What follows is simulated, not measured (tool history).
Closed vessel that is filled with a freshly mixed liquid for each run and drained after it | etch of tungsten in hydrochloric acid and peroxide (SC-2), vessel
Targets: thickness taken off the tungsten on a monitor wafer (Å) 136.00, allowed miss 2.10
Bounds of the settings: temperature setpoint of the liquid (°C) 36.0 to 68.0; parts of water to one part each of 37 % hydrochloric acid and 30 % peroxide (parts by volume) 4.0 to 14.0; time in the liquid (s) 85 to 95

run  hour  temperature setpoint of the liquid (°C)  parts of water to one part each of 37 % hydrochloric acid and 30 % peroxide (parts by volume)  time in the liquid (s)  thickness taken off the tungsten on a monitor wafer (Å)
  1   0.0                                     52.0                                                                                            7.5                      85                                                   169.65
  2   3.1                                     57.5                                                                                            7.5                      85                                                   242.50
  3   8.0                                     56.0                                                                                            7.5                      85                                                   219.22
  4  15.2                                     56.0                                                                                            7.5                      85                                                   219.33
  5  22.3                                     54.5                                                                                            7.5                      85                                                   198.95
  6  23.2                                     50.0                                                                                            7.5                      85                                                   148.56
  7  28.9                                     49.5                                                                                            7.5                      85                                                   143.85
  8  36.6                                     49.0                                                                                            7.5                      85                                                   138.71

4 next moves are on the table. One of them brings every result within its allowed miss. Which?
  A  44.3                                     55.0                                                                                           12.5                      90                                                        ?
  B  44.3                                     50.0                                                                                            9.5                      95                                                        ?
  C  44.3                                     50.5                                                                                            9.0                      90                                                        ?
  D  44.3                                     53.5                                                                                           12.0                      95                                                        ?

move  thickness taken off the tungsten on a monitor wafer (Å)
   A                                                   143.18
   B                                                   137.23
   C                                                   140.52
   D                                                   142.00
A: further off than the last run
B: meets every target
C: further off than the last run
D: further off than the last run
Answer: B
